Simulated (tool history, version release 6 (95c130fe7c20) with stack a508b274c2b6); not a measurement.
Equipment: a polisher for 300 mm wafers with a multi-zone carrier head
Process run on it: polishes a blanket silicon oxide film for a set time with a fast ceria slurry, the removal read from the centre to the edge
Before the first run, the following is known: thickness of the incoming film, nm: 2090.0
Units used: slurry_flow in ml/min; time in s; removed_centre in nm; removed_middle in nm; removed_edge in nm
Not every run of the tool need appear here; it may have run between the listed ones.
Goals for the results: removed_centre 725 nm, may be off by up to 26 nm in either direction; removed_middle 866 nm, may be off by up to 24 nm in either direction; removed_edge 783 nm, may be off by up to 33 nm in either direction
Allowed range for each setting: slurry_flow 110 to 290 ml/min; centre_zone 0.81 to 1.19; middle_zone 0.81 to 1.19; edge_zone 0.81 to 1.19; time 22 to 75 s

{"run": 1, "hour": 0.0, "slurry_flow": 185, "centre_zone": 1, "middle_zone": 1, "edge_zone": 1, "time": 48, "removed_centre": 641.15, "removed_middle": 656.8, "removed_edge": 629.06}
{"run": 2, "hour": 8.8, "slurry_flow": 185, "centre_zone": 1, "middle_zone": 0.94, "edge_zone": 1, "time": 48, "removed_centre": 646.82, "removed_middle": 627.32, "removed_edge": 631.52}
{"run": 3, "hour": 9.7, "slurry_flow": 195, "centre_zone": 0.99, "middle_zone": 0.98, "edge_zone": 1.03, "time": 49, "removed_centre": 650.18, "removed_middle": 678.52, "removed_edge": 662.55}
{"run": 4, "hour": 17.5, "slurry_flow": 195, "centre_zone": 0.99, "middle_zone": 0.98, "edge_zone": 1.03, "time": 37, "removed_centre": 504.45, "removed_middle": 501.71, "removed_edge": 495.54}
{"run": 5, "hour": 26.1, "slurry_flow": 205, "centre_zone": 0.99, "middle_zone": 1.01, "edge_zone": 1.05, "time": 40, "removed_centre": 546.43, "removed_middle": 562.22, "removed_edge": 554.34}
{"run": 6, "hour": 30.0, "slurry_flow": 175, "centre_zone": 0.99, "middle_zone": 1.01, "edge_zone": 1.05, "time": 40, "removed_centre": 528.58, "removed_middle": 547.73, "removed_edge": 530.66}
{"run": 7, "hour": 38.2, "slurry_flow": 190, "centre_zone": 1, "middle_zone": 1.04, "edge_zone": 1.07, "time": 42, "removed_centre": 562.27, "removed_middle": 594.21, "removed_edge": 570.52}
{"run": 8, "hour": 41.0, "slurry_flow": 205, "centre_zone": 1, "middle_zone": 1.07, "edge_zone": 1.09, "time": 44, "removed_centre": 599.5, "removed_middle": 649.56, "removed_edge": 618.12}
{"run": 9, "hour": 48.1, "slurry_flow": 215, "centre_zone": 1, "middle_zone": 1.09, "edge_zone": 1.1, "time": 45, "removed_centre": 611.75, "removed_middle": 679.72, "removed_edge": 619.05}
{"run": 10, "hour": 56.2, "slurry_flow": 220, "centre_zone": 1, "middle_zone": 1.1, "edge_zone": 1.12, "time": 47, "removed_centre": 657.22, "removed_middle": 709.37, "removed_edge": 666.76}
{"run": 11, "hour": 58.1, "slurry_flow": 225, "centre_zone": 0.99, "middle_zone": 1.12, "edge_zone": 1.13, "time": 48, "removed_centre": 674.1, "removed_middle": 745.83, "removed_edge": 680.43}
{"run": 12, "hour": 66.9, "slurry_flow": 230, "centre_zone": 0.97, "middle_zone": 1.13, "edge_zone": 1.14, "time": 49, "removed_centre": 652.4, "removed_middle": 767.77, "removed_edge": 704.05}

4 next moves are on the table. One of them brings every result within its allowed miss. Which?
{"run": "A", "hour": 75.7, "slurry_flow": 220, "centre_zone": 0.95, "middle_zone": 0.9, "edge_zone": 1.19, "time": 56, "removed_centre": "?", "removed_middle": "?", "removed_edge": "?"}
{"run": "B", "hour": 75.7, "slurry_flow": 285, "centre_zone": 0.97, "middle_zone": 1.15, "edge_zone": 1.15, "time": 53, "removed_centre": "?", "removed_middle": "?", "removed_edge": "?"}
{"run": "C", "hour": 75.7, "slurry_flow": 260, "centre_zone": 0.92, "middle_zone": 1.08, "edge_zone": 1.17, "time": 53, "removed_centre": "?", "removed_middle": "?", "removed_edge": "?"}
{"run": "D", "hour": 75.7, "slurry_flow": 220, "centre_zone": 1.16, "middle_zone": 1.16, "edge_zone": 1.09, "time": 45, "removed_centre": "?", "removed_middle": "?", "removed_edge": "?"}

move=A removed_centre=730.59 removed_middle=720.55 removed_edge=826.23
move=B removed_centre=732.26 removed_middle=854.78 removed_edge=784.8
move=C removed_centre=686.19 removed_middle=804.49 removed_edge=786.1
move=D removed_centre=719.13 removed_middle=707.84 removed_edge=634.38
A: the biggest miss grows against the last run
B: every result lands within tolerance
C: gains on the last run, yet a result remains outside its allowed miss
D: the biggest miss grows against the last run
The right move is B.
